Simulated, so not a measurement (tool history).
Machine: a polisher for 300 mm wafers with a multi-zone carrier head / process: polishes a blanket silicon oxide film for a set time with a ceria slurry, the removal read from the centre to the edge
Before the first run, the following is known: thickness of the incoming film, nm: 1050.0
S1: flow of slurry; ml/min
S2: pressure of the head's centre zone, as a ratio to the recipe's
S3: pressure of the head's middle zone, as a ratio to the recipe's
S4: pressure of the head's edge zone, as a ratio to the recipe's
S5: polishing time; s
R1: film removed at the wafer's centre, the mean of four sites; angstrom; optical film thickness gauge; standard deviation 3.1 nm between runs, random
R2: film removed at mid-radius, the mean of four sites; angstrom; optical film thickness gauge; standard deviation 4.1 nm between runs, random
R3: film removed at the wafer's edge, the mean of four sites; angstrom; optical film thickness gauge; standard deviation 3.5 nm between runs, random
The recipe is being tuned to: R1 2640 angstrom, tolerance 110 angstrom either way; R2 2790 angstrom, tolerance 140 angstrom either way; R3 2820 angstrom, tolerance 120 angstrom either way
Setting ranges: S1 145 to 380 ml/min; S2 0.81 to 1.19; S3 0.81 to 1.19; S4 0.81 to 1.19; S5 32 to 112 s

{"run": 1, "hour": 0.0, "S1": 245, "S2": 1, "S3": 1, "S4": 1, "S5": 72, "R1": 3803.6, "R2": 3917.1, "R3": 3851.8}
{"run": 2, "hour": 1.5, "S1": 245, "S2": 0.98, "S3": 0.99, "S4": 0.98, "S5": 68, "R1": 3474.4, "R2": 3649.3, "R3": 3703.2}
{"run": 3, "hour": 7.8, "S1": 245, "S2": 0.98, "S3": 0.99, "S4": 0.98, "S5": 79, "R1": 4085.6, "R2": 4239.7, "R3": 4221.9}
{"run": 4, "hour": 16.5, "S1": 245, "S2": 0.94, "S3": 0.99, "S4": 0.98, "S5": 79, "R1": 3921.7, "R2": 4237.2, "R3": 4238.1}
{"run": 5, "hour": 18.1, "S1": 215, "S2": 0.94, "S3": 0.99, "S4": 0.98, "S5": 79, "R1": 3821.1, "R2": 4176.7, "R3": 4209.6}
{"run": 6, "hour": 21.5, "S1": 215, "S2": 0.94, "S3": 0.99, "S4": 0.92, "S5": 79, "R1": 3935.3, "R2": 4024.3, "R3": 4139}
{"run": 7, "hour": 22.5, "S1": 220, "S2": 0.94, "S3": 1, "S4": 0.91, "S5": 73, "R1": 3570.3, "R2": 3914.8, "R3": 3757.6}
{"run": 8, "hour": 31.5, "S1": 220, "S2": 0.94, "S3": 0.99, "S4": 0.9, "S5": 69, "R1": 3381, "R2": 3610.5, "R3": 3526.8}
{"run": 9, "hour": 39.6, "S1": 210, "S2": 0.88, "S3": 0.94, "S4": 0.85, "S5": 52, "R1": 2360.2, "R2": 2607.5, "R3": 2641.4}
{"run": 10, "hour": 40.3, "S1": 215, "S2": 0.89, "S3": 0.94, "S4": 0.86, "S5": 52, "R1": 2436.4, "R2": 2592.8, "R3": 2623.6}
{"run": 11, "hour": 47.5, "S1": 215, "S2": 0.89, "S3": 0.94, "S4": 0.86, "S5": 52, "R1": 2391, "R2": 2679.3, "R3": 2653.8}
{"run": 12, "hour": 54.3, "S1": 215, "S2": 0.9, "S3": 0.94, "S4": 0.87, "S5": 52, "R1": 2393.6, "R2": 2568.6, "R3": 2573.5}
{"run": 13, "hour": 58.4, "S1": 225, "S2": 0.9, "S3": 0.94, "S4": 0.88, "S5": 53, "R1": 2516.1, "R2": 2721.1, "R3": 2669.6}

Consider the 4 candidate settings below. Which is the only one whose results all fall within their allowed miss of target?
{"run": "A", "hour": 62.5, "S1": 170, "S2": 0.94, "S3": 0.96, "S4": 0.9, "S5": 57, "R1": "?", "R2": "?", "R3": "?"}
{"run": "B", "hour": 62.5, "S1": 175, "S2": 1, "S3": 0.93, "S4": 0.84, "S5": 58, "R1": "?", "R2": "?", "R3": "?"}
{"run": "C", "hour": 62.5, "S1": 240, "S2": 0.98, "S3": 0.81, "S4": 0.87, "S5": 55, "R1": "?", "R2": "?", "R3": "?"}
{"run": "D", "hour": 62.5, "S1": 255, "S2": 0.98, "S3": 0.9, "S4": 0.87, "S5": 56, "R1": "?", "R2": "?", "R3": "?"}

move=A R1=2676.7 R2=2799.9 R3=2850.9
move=B R1=2916 R2=2788.7 R3=2824.1
move=C R1=2859.2 R2=2477.8 R3=2825.5
move=D R1=2937.6 R2=2772 R3=2890
A: all results in spec
B: puts the biggest miss on target and leaves a different result outside tolerance
C: puts the biggest miss on target and leaves a different result outside tolerance
D: puts the biggest miss on target and leaves a different result outside tolerance
A is the move that brings every result within its allowed miss.
